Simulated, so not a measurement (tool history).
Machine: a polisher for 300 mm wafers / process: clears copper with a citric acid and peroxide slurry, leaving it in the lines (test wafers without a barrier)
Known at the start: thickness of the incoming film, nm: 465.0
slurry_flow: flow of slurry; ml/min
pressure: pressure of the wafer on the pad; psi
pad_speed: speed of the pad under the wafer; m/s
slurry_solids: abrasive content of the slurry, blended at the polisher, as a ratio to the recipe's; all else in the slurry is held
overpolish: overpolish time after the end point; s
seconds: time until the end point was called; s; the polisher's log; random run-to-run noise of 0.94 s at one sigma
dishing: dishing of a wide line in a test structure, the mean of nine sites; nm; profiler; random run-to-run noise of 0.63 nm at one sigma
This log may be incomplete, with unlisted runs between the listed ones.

run  hour  slurry_flow  pressure  pad_speed  slurry_solids  overpolish  seconds  dishing
  1     0          295       3.8       1.24              1          15    119.4   42.198
  2   0.9          295       4.4       1.28              1          13   102.24   44.067
  3   2.6          225       4.4       1.28              1          13   105.97   42.033
  4   9.7          250       4.8       1.34              1          12   91.626   43.813
  5  16.9          250       4.8       1.54              1          12   83.431   47.424
  6  23.4          250       4.8       1.54           1.15          12   80.086     48.5
  7  24.7          270         5       1.56           1.15          11   78.047   48.858
  8  25.6          280       5.2        1.6           1.15          10   70.728   47.042
  9  29.7          280       5.4        1.6           1.15          10   71.058   47.928
 10  38.6          280       5.5       1.62           1.15          10    68.12   49.209

Expected results for the next run?
 11  39.3          280       5.6       1.64           1.15          10        ?        ?

seconds: 66.889 s
dishing: 50.345 nm

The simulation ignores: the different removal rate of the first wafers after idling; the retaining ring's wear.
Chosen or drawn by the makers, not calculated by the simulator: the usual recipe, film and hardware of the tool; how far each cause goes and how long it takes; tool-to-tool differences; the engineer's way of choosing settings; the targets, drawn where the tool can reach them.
